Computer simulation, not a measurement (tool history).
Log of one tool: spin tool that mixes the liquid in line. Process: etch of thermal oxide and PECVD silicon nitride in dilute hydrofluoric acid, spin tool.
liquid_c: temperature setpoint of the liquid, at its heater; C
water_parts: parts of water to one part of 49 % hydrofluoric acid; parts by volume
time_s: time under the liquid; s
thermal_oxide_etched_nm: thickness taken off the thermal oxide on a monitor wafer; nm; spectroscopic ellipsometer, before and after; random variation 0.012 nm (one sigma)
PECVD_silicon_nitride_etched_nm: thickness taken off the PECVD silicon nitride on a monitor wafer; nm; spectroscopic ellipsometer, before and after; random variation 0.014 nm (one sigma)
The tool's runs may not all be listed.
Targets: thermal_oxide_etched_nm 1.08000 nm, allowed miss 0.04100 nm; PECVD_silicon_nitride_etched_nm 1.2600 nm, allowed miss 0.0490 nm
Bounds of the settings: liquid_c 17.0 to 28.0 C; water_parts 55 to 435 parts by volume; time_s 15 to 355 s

run  hour  liquid_c  water_parts  time_s  thermal_oxide_etched_nm  PECVD_silicon_nitride_etched_nm
  1   0.0      20.0          245     180                  2.39140                           2.2228
  2   5.2      20.0          245     155                  2.07320                           1.9493
  3  11.4      20.5          300     160                  1.70440                           1.7022
  4  15.8      21.0          345     165                  1.50500                           1.5830
  5  23.7      21.0          375     165                  1.34560                           1.4398
  6  29.1      21.5          395     165                  1.26710                           1.4453
  7  30.5      20.5          435     175                  1.17510                           1.3035
  8  35.6      21.0          435     170                  1.11330                           1.3105

Which of these 5 next moves meets every target?
  A  40.7      20.5          360     130                        ?                                ?
  B  40.7      23.5          435     140                        ?                                ?
  C  40.7      27.5          435     125                        ?                                ?
  D  40.7      27.5          435     120                        ?                                ?
  E  40.7      21.5          425     155                        ?                                ?

move  thermal_oxide_etched_nm  PECVD_silicon_nitride_etched_nm
   A                  1.09730                           1.1707
   B                  1.01940                           1.2634
   C                  1.03600                           1.4266
   D                  0.99453                           1.3695
   E                  1.08850                           1.2671
A: takes the result that was furthest off past its target
B: brings the result that was furthest off to its target, and leaves another outside
C: further off than the last run
D: further off than the last run
E: meets every target
The right move is E.

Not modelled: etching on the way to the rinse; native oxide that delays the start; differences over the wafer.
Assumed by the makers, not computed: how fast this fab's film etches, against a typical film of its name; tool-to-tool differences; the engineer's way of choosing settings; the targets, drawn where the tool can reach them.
